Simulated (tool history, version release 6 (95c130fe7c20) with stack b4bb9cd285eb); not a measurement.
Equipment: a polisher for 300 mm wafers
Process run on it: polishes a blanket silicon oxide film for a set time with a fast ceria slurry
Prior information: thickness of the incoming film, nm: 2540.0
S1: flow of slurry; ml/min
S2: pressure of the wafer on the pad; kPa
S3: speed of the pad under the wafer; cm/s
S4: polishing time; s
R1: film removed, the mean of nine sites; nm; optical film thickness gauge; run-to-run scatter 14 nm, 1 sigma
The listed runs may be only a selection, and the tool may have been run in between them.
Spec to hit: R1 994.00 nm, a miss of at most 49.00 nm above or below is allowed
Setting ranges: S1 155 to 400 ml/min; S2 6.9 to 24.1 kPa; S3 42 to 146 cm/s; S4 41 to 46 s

| run | hour | S1 | S2 | S3 | S4 | R1 |
|---|---|---|---|---|---|---|
| 1 | 0.0 | 255 | 15.2 | 94 | 46 | 639.90 |
| 2 | 0.7 | 310 | 15.2 | 94 | 46 | 655.46 |
| 3 | 2.5 | 310 | 17.2 | 96 | 46 | 758.67 |
| 4 | 10.9 | 310 | 13.1 | 96 | 46 | 576.68 |
| 5 | 16.1 | 310 | 13.1 | 86 | 46 | 518.08 |
| 6 | 17.3 | 310 | 13.1 | 86 | 46 | 523.26 |
| 7 | 21.4 | 310 | 17.2 | 92 | 46 | 731.23 |
| 8 | 30.0 | 310 | 18.6 | 92 | 46 | 766.22 |
| 9 | 38.5 | 310 | 20.0 | 92 | 46 | 831.46 |
| 10 | 42.8 | 310 | 20.0 | 92 | 46 | 850.12 |
| 11 | 43.5 | 310 | 20.7 | 92 | 46 | 855.17 |

4 next moves are on the table. One of them brings every result within its allowed miss. Which?
| A | 44.2 | 260 | 23.4 | 82 | 44 | ? |
| B | 44.2 | 340 | 19.3 | 98 | 46 | ? |
| C | 44.2 | 180 | 22.8 | 114 | 46 | ? |
| D | 44.2 | 275 | 24.1 | 92 | 46 | ? |

| move | R1 |
|---|---|
| A | 831.99 |
| B | 871.82 |
| C | 1127.40 |
| D | 1004.60 |
A: its largest miss is bigger than the last run's
B: closes in on the targets versus the last run, not all within tolerance yet
C: carries the result that was furthest off beyond its target, to the other side
D: all results land within tolerance of their targets
So the answer is move D, the one that meets all the targets.
